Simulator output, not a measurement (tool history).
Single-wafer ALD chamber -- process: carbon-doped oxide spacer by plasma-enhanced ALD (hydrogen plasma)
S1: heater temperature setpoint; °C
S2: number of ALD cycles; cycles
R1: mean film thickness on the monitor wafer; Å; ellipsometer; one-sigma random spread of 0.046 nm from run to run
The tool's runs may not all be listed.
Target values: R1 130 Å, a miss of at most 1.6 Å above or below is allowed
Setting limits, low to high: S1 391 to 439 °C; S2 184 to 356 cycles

run	hour	S1	S2	R1
1	0	415	270	115.33
2	7.6	410	270	117.15
3	11.6	410	283	122.47
4	16	405	285	126.1
5	20.3	403	286	126.57
6	25.6	403	251	111.12
7	32.7	400	263	117.46
8	37.3	398	270	119.38
9	43.4	397	278	124.48
10	48.1	396	281	126.27
11	54.6	395	283	125.51

Pick the move, out of 5, that brings all results within their allowed miss; only one does.
A	61.1	394	272	?
B	61.1	391	269	?
C	61.1	399	280	?
D	61.1	399	292	?
E	61.1	392	277	?

move	R1
A	121.55
B	120.21
C	125.12
D	130.49
E	123.78
A: misses by more than the last run did
B: misses by more than the last run did
C: misses by more than the last run did
D: all results land within tolerance of their targets
E: misses by more than the last run did
The right move is D.

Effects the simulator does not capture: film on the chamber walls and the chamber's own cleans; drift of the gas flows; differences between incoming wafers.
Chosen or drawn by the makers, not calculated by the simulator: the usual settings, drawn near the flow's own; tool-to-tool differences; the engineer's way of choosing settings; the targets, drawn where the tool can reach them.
